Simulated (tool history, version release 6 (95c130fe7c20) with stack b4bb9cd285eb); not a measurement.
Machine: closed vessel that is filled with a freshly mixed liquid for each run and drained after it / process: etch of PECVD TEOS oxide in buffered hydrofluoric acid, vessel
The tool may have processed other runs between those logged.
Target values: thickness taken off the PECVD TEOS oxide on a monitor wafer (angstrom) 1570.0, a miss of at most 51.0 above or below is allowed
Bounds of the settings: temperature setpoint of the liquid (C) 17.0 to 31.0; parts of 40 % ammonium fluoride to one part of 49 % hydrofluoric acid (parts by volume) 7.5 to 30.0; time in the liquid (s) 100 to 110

run  hour  temperature setpoint of the liquid (C)  parts of 40 % ammonium fluoride to one part of 49 % hydrofluoric acid (parts by volume)  time in the liquid (s)  thickness taken off the PECVD TEOS oxide on a monitor wafer (angstrom)
  1   0.0                                    23.0                                                                                     20.5                     100                                                                  1153.5
  2   1.7                                    23.0                                                                                     23.0                     100                                                                  1095.9
  3   3.6                                    24.5                                                                                     23.0                     100                                                                  1197.2
  4   6.4                                    23.0                                                                                     23.0                     100                                                                  1097.1
  5  10.9                                    24.5                                                                                     23.0                     100                                                                  1189.3
  6  18.3                                    24.5                                                                                     23.0                     110                                                                  1295.4
  7  24.9                                    25.5                                                                                     23.0                     110                                                                  1354.8
  8  30.0                                    26.0                                                                                     23.0                     110                                                                  1422.6
  9  39.0                                    26.5                                                                                     23.0                     110                                                                  1486.4
 10  43.3                                    27.0                                                                                     23.0                     110                                                                  1482.5

5 candidate next runs follow, results not yet known. Just one meets every target within its allowed miss. Identify it.
  A  47.6                                    26.5                                                                                     21.0                     105                                                                       ?
  B  47.6                                    29.0                                                                                     27.5                     110                                                                       ?
  C  47.6                                    28.0                                                                                     24.0                     105                                                                       ?
  D  47.6                                    30.0                                                                                     25.0                     105                                                                       ?
  E  47.6                                    26.0                                                                                     24.0                     110                                                                       ?

move  thickness taken off the PECVD TEOS oxide on a monitor wafer (angstrom)
   A                                                                  1469.3
   B                                                                  1463.3
   C                                                                  1453.3
   D                                                                  1572.1
   E                                                                  1366.9
A: further off than the last run
B: further off than the last run
C: further off than the last run
D: all results in spec
E: further off than the last run
So the answer is move D, the one that meets all the targets.
